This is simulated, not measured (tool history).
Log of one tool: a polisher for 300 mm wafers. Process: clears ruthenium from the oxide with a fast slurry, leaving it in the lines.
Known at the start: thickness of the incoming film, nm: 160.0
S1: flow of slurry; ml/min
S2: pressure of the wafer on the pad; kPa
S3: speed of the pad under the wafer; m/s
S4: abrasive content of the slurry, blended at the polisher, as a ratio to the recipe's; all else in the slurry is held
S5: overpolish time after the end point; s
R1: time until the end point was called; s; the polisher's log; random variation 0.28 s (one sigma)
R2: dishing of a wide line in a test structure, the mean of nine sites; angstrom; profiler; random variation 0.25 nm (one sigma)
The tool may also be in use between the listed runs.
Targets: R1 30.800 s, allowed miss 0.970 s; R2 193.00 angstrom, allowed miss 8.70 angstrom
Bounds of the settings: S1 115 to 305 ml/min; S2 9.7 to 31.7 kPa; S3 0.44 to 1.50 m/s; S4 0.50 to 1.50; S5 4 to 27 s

run 1 hour=0.0 | S1=195 S2=20.7 S3=0.96 S4=1.00 S5=14 | R1=40.249 R2=476.33
run 2 hour=5.1 | S1=160 S2=20.7 S3=0.96 S4=1.00 S5=14 | R1=41.594 R2=466.94
run 3 hour=12.0 | S1=160 S2=16.5 S3=0.96 S4=1.00 S5=14 | R1=52.158 R2=389.71
run 4 hour=17.4 | S1=195 S2=20.0 S3=0.86 S4=1.00 S5=12 | R1=46.905 R2=371.66
run 5 hour=22.4 | S1=160 S2=20.0 S3=0.86 S4=1.00 S5=12 | R1=48.208 R2=364.70
run 6 hour=25.6 | S1=160 S2=20.0 S3=0.86 S4=1.00 S5=6 | R1=48.778 R2=184.89
run 7 hour=33.2 | S1=150 S2=22.1 S3=0.92 S4=0.90 S5=6 | R1=43.393 R2=207.08
run 8 hour=34.4 | S1=140 S2=23.4 S3=0.98 S4=0.80 S5=6 | R1=43.885 R2=207.22
run 9 hour=39.8 | S1=135 S2=24.8 S3=1.00 S4=0.80 S5=6 | R1=41.036 R2=218.85

4 next moves are on the table. One of them brings every result within its allowed miss. Which?
run A hour=45.2 | S1=115 S2=23.4 S3=1.14 S4=1.00 S5=4 | R1=? R2=?
run B hour=45.2 | S1=135 S2=24.8 S3=1.40 S4=0.65 S5=4 | R1=? R2=?
run C hour=45.2 | S1=135 S2=31.7 S3=1.24 S4=0.80 S5=4 | R1=? R2=?
run D hour=45.2 | S1=185 S2=24.1 S3=1.48 S4=0.65 S5=4 | R1=? R2=?

move=A R1=33.670 R2=181.24
move=B R1=33.829 R2=180.42
move=C R1=25.516 R2=236.59
move=D R1=30.996 R2=196.30
A: nearer than the last run, and not there yet
B: nearer than the last run, and not there yet
C: takes the result that was furthest off past its target
D: meets every target
The right move is D.

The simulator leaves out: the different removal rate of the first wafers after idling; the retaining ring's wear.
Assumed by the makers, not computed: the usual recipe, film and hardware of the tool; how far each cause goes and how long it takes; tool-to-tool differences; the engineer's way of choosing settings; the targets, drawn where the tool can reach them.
